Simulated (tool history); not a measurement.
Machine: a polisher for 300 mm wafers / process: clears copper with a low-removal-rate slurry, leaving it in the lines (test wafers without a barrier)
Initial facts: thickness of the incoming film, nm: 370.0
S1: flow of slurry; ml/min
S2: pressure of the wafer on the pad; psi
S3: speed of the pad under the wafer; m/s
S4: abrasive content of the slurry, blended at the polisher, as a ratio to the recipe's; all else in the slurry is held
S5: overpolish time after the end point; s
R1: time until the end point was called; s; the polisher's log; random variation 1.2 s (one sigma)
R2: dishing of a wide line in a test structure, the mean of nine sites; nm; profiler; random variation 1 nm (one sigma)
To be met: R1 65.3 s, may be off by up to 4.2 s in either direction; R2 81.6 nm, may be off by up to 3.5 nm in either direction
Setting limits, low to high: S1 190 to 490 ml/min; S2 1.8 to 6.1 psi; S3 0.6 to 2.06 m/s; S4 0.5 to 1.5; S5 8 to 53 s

run,hour,S1,S2,S3,S4,S5,R1,R2
1,0,315,3.9,1.32,1,27,82.824,60.502
2,3.2,315,3.9,1.32,1.2,27,80.02,63.234
3,9.7,315,3.9,1.32,1.2,20,78.881,50.068
4,14.1,315,4.3,1.32,1.2,20,73.956,53.85
5,18,315,4.3,1.32,1,20,76.515,52.358
6,18.8,315,4.5,1.32,1,22,71.07,57.381
7,26.7,315,4.5,1.32,1,24,71.117,62.792
8,34.4,315,4.6,1.32,1,25,72.375,63.791
9,38.6,315,4.6,1.32,1,25,72.272,64.703
10,41.4,315,4.7,1.32,1,26,72.906,66.19
11,45.8,315,4.7,1.32,1,26,71.189,68.59
12,52.2,315,4.8,1.32,1,26,69.239,67.222
13,53.2,315,4.8,1.32,1,26,70.043,67.001
14,53.9,315,4.9,1.32,1,27,67.111,71.851
15,57.2,315,4.9,1.32,1,28,67.542,71.547
16,65.4,315,4.9,1.32,1,29,66.928,75.186
17,67.3,315,5,1.32,1,30,65.836,77.264

4 next moves are on the table. One of them brings every result within its allowed miss. Which?
A,69.2,290,4.7,1.28,1.15,28,?,?
B,69.2,320,5.2,1.3,1.05,32,?,?
C,69.2,360,5.2,1.22,1.05,30,?,?
D,69.2,345,5.3,1.26,1,29,?,?

move,R1,R2
A,69.4,69.91
B,63.438,81.142
C,67.053,75.318
D,64.644,75.549
A: the biggest miss grows against the last run
B: meets every target
C: the biggest miss grows against the last run
D: the biggest miss grows against the last run
Move B is the one to make.
